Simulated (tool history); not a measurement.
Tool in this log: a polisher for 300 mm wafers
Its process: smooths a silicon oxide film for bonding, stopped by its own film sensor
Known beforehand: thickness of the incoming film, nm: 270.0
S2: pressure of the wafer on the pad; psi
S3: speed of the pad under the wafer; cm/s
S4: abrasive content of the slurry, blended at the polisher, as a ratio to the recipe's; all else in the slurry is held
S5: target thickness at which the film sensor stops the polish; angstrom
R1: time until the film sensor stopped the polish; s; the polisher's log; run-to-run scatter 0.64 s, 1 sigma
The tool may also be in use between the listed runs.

Run 1, day 0.000: flow of slurry (ml/min) 215, S2 2.1 psi, S3 74 cm/s, S4 1.0, S5 2340 angstrom. Result: R1 51.196 s.
Run 2, day 0.367: flow of slurry (ml/min) 215, S2 2.3 psi, S3 74 cm/s, S4 1.0, S5 2340 angstrom. Result: R1 48.357 s.
Run 3, day 0.617: flow of slurry (ml/min) 215, S2 2.1 psi, S3 74 cm/s, S4 1.0, S5 2340 angstrom. Result: R1 50.809 s.
Run 4, day 0.988: flow of slurry (ml/min) 215, S2 1.9 psi, S3 74 cm/s, S4 1.0, S5 2340 angstrom. Result: R1 57.690 s.
Run 5, day 1.117: flow of slurry (ml/min) 215, S2 1.9 psi, S3 74 cm/s, S4 1.0, S5 2340 angstrom. Result: R1 57.174 s.
Run 6, day 1.496: flow of slurry (ml/min) 190, S2 1.9 psi, S3 74 cm/s, S4 1.0, S5 2340 angstrom. Result: R1 57.696 s.
Run 7, day 1.729: flow of slurry (ml/min) 190, S2 2.2 psi, S3 76 cm/s, S4 1.0, S5 2340 angstrom. Result: R1 50.041 s.
Run 8, day 1.896: flow of slurry (ml/min) 190, S2 2.4 psi, S3 78 cm/s, S4 1.0, S5 2340 angstrom. Result: R1 44.460 s.
Run 9, day 2.104: flow of slurry (ml/min) 190, S2 2.5 psi, S3 78 cm/s, S4 1.0, S5 2340 angstrom. Result: R1 41.775 s.

Estimate the outcome of run 10 from the log above:
Run 10, day 2.379: flow of slurry (ml/min) 190, S2 2.6 psi, S3 78 cm/s, S4 1.0, S5 2340 angstrom. Result: R1 ?.

R1: 39.897 s

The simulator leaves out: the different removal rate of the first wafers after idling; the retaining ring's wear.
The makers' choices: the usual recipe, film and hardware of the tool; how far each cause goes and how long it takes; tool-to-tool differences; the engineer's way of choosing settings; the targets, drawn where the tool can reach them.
